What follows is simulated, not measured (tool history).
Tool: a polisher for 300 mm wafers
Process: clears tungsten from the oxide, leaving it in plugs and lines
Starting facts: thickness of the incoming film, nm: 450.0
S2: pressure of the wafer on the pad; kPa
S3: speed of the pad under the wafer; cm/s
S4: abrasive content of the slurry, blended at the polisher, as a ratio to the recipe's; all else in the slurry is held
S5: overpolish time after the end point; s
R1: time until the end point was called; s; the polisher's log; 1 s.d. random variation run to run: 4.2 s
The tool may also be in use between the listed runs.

run 1 hour=0.0 | flow_of_slurry_(ml/min)=260 S2=21.4 S3=86 S4=1.0 S5=45 | R1=123.23
run 2 hour=1.9 | flow_of_slurry_(ml/min)=260 S2=21.4 S3=86 S4=0.9 S5=45 | R1=121.78
run 3 hour=4.5 | flow_of_slurry_(ml/min)=260 S2=19.3 S3=84 S4=0.9 S5=45 | R1=142.79
run 4 hour=9.8 | flow_of_slurry_(ml/min)=260 S2=19.3 S3=84 S4=0.8 S5=45 | R1=147.73
run 5 hour=18.9 | flow_of_slurry_(ml/min)=260 S2=19.3 S3=84 S4=0.8 S5=48 | R1=143.20
run 6 hour=25.5 | flow_of_slurry_(ml/min)=260 S2=19.3 S3=84 S4=0.6 S5=48 | R1=154.02
run 7 hour=27.2 | flow_of_slurry_(ml/min)=260 S2=19.3 S3=84 S4=0.6 S5=48 | R1=153.40
run 8 hour=36.0 | flow_of_slurry_(ml/min)=260 S2=19.3 S3=84 S4=0.6 S5=48 | R1=158.90

Run 9 is up next; what results do you expect?
run 9 hour=42.1 | flow_of_slurry_(ml/min)=260 S2=18.6 S3=84 S4=0.6 S5=48 | R1=?

{"run 9": {"R1": 161.6}}

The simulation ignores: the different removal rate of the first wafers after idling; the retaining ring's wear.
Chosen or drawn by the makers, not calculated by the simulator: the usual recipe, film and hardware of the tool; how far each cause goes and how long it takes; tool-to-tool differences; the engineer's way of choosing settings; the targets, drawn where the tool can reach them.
